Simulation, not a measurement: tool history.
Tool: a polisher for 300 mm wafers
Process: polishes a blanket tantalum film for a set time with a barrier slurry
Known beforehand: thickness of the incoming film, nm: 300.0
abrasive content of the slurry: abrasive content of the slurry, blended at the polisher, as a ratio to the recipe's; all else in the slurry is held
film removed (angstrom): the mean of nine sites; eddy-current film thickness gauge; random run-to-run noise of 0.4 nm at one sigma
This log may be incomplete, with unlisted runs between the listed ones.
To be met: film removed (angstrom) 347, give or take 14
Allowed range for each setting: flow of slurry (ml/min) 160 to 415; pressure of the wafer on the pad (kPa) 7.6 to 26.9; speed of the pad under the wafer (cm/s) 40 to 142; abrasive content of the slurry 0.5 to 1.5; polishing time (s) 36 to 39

run,day,flow of slurry (ml/min),pressure of the wafer on the pad (kPa),speed of the pad under the wafer (cm/s),abrasive content of the slurry,polishing time (s),film removed (angstrom)
1,0,265,17.2,90,1,39,830.95
2,0.075,265,15.9,86,1,39,727.97
3,0.396,265,14.5,82,1,39,646.68
4,0.588,265,14.5,82,1,36,588.92
5,0.617,240,14.5,82,1,36,588.77
6,0.862,240,13.8,80,1,36,546.63
7,0.979,235,13.1,80,1,36,516.34
8,1.238,230,12.4,80,1,36,501.69
9,1.538,230,7.6,68,1,36,268.58
10,1.821,230,11,68,1,36,378.53

Which of these 5 next moves meets every target?
A,2.104,210,13.1,52,0.9,38,?
B,2.104,185,11,76,0.9,39,?
C,2.104,210,12.4,52,0.85,36,?
D,2.104,205,11.7,66,1,37,?
E,2.104,250,11.7,50,1.2,36,?

move,film removed (angstrom)
A,342.48
B,423.14
C,303.56
D,385.36
E,305.93
A: every result lands within tolerance
B: its largest miss is bigger than the last run's
C: moves the result that the last run missed by most past its target, out the other side
D: its largest miss is bigger than the last run's
E: moves the result that the last run missed by most past its target, out the other side
So the answer is move A, the one that meets all the targets.

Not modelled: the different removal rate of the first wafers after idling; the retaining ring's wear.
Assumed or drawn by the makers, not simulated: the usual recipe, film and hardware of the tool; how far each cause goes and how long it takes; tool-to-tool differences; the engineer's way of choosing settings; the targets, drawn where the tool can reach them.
